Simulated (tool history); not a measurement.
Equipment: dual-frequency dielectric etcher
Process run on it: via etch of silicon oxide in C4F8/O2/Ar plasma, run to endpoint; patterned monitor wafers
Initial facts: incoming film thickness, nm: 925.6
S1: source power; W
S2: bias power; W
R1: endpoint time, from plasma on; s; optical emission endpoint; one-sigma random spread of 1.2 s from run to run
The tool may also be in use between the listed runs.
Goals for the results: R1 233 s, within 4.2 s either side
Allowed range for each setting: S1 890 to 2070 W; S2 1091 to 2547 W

run,hour,S1,S2,R1
1,0,1480,1819,211.27
2,5,1570,1819,207.25
3,6.4,1570,1997,202.55
4,11.5,1480,1969,205.29
5,17.5,1400,1923,208.57
6,25.5,1340,1850,214.56
7,32.5,1280,1821,219.66
8,33.5,1240,1808,220.17
9,40.2,1200,1792,224.88
10,45,1200,1792,225.74
11,53.2,1180,1787,226.52
12,60.6,1160,1782,226.97

Which of these 4 next moves meets every target?
A,68,890,2047,?
B,68,1300,1838,?
C,68,1330,1762,?
D,68,1070,2139,?

move,R1
A,231.66
B,218.05
C,219.83
D,217.9
A: in spec on every target
B: moves away from the targets compared with the last run
C: moves away from the targets compared with the last run
D: moves away from the targets compared with the last run
Move A is the one to make.
